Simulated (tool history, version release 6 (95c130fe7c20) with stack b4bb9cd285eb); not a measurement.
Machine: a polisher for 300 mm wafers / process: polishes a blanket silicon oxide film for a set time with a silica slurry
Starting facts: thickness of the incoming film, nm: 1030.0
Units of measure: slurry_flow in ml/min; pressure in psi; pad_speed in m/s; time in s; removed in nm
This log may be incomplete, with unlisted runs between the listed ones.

run  hour  slurry_flow  pressure  pad_speed  slurry_solids  time  removed
  1   0.0          205       3.0       1.04            1.0    75  126.920
  2   3.5          205       3.0       1.04            1.0    79  133.980
  3  11.7          205       2.3       1.04            1.0    79  105.300
  4  19.7          205       2.3       1.04            1.0    75   97.946
  5  27.9          205       2.3       1.04            1.1    75  102.790
  6  30.4          210       2.4       1.04            1.1    75  105.850
  7  33.1          210       2.5       1.04            1.1    75  110.010

What will run 8 give?
  8  35.3          215       2.6       1.04            1.1    75        ?

removed: 115.530 nm

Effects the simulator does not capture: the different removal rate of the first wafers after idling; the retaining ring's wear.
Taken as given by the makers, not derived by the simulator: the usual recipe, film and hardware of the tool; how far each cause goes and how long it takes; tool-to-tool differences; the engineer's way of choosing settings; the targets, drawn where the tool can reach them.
